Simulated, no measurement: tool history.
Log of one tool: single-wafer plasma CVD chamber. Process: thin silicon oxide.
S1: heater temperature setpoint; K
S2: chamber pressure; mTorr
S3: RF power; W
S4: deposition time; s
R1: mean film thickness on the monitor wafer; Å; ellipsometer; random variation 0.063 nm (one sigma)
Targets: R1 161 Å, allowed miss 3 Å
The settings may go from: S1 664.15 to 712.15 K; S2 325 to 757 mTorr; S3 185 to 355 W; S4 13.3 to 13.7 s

run,hour,S1,S2,S3,S4,R1
1,0,688.15,541,270,13.3,146.28
2,8.9,688.15,546,270,13.3,148.24
3,13.9,684.15,546,270,13.3,148.26
4,14.4,684.15,546,270,13.3,147.73
5,23,684.15,551,270,13.3,150.14
6,27.8,684.15,555,270,13.3,150.22
7,30.9,684.15,559,270,13.3,151.89
8,32.9,684.15,562,270,13.3,152.13
9,39.1,684.15,565,270,13.3,154.47
10,44.3,684.15,567,270,13.3,153.23
11,49,684.15,570,270,13.3,154.59
12,50.7,684.15,572,270,13.3,155.92

Which of these 4 next moves meets every target?
A,52.4,681.15,571,270,13.7,?
B,52.4,686.15,559,275,13.3,?
C,52.4,686.15,546,275,13.3,?
D,52.4,703.15,563,265,13.7,?

move,R1
A,160.35
B,153.12
C,149.66
D,155.09
A: meets every target
B: further off than the last run
C: further off than the last run
D: further off than the last run
Move A is the one to make.

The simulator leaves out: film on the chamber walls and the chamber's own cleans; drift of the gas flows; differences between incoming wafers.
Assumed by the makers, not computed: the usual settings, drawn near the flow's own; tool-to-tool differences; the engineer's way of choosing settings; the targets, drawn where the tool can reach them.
